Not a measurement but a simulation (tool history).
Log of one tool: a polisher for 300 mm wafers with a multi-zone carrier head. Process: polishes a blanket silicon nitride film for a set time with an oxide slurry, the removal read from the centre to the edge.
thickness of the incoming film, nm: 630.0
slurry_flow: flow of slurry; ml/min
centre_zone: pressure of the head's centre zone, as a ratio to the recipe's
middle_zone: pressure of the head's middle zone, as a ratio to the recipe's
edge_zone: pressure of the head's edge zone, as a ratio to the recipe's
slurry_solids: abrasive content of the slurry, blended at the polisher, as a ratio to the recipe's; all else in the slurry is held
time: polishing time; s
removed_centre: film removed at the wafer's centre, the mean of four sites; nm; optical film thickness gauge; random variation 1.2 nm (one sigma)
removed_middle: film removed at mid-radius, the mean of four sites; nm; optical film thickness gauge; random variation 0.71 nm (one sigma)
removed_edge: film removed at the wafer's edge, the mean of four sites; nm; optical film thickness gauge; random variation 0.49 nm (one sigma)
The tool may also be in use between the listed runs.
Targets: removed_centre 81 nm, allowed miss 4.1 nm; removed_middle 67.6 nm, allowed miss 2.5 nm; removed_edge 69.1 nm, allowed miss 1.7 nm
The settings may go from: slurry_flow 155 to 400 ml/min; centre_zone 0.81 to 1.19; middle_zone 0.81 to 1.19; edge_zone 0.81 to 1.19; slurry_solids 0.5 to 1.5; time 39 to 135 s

run	day	slurry_flow	centre_zone	middle_zone	edge_zone	slurry_solids	time	removed_centre	removed_middle	removed_edge
1	0	255	1	1	1	1	87	65.601	61.469	61.917
2	0.192	270	1.04	1.01	1.03	1.05	87	69.542	64.274	64.89
3	0.467	280	1.08	1.01	1.04	1.05	87	71.525	64.562	64.918
4	0.542	285	1.11	1.01	1.05	1.05	87	75.053	65.217	65.831
5	0.562	295	1.13	1.01	1.06	1.05	87	75.423	64.31	65.749
6	0.921	295	1.1	1.01	1.06	1.05	87	74.177	63.824	66.074
7	1.175	300	1.12	1.02	1.07	1.05	87	77.227	65.119	66.724
8	1.246	300	1.12	1.02	1.07	1.05	87	75.144	64.603	66.845
9	1.267	305	1.14	1.03	1.07	1.05	87	77.419	64.953	67.244
10	1.462	310	1.15	1.04	1.07	1.05	87	77.631	66.95	66.614
11	1.75	310	1.15	1.04	1.07	1.05	87	79.021	66.697	66.762
12	1.912	315	1.15	1.04	1.08	1.05	87	78.801	67.42	67.303
13	1.962	320	1.15	1.04	1.09	1.05	87	78.042	66.074	66.71

Which of these 4 next moves meets every target?
A	2.012	345	1.17	1.04	1.1	1.15	79	?	?	?
B	2.012	265	1.14	0.95	1.01	1.1	88	?	?	?
C	2.012	275	1.17	1.04	1.1	1.15	86	?	?	?
D	2.012	310	1.14	1.04	1.08	0.95	87	?	?	?

move	removed_centre	removed_middle	removed_edge
A	74.053	64.38	64.139
B	76.871	64.518	66.095
C	79.035	68.845	68.878
D	71.722	64.074	63.356
A: further off than the last run
B: further off than the last run
C: meets every target
D: further off than the last run
The right move is C.
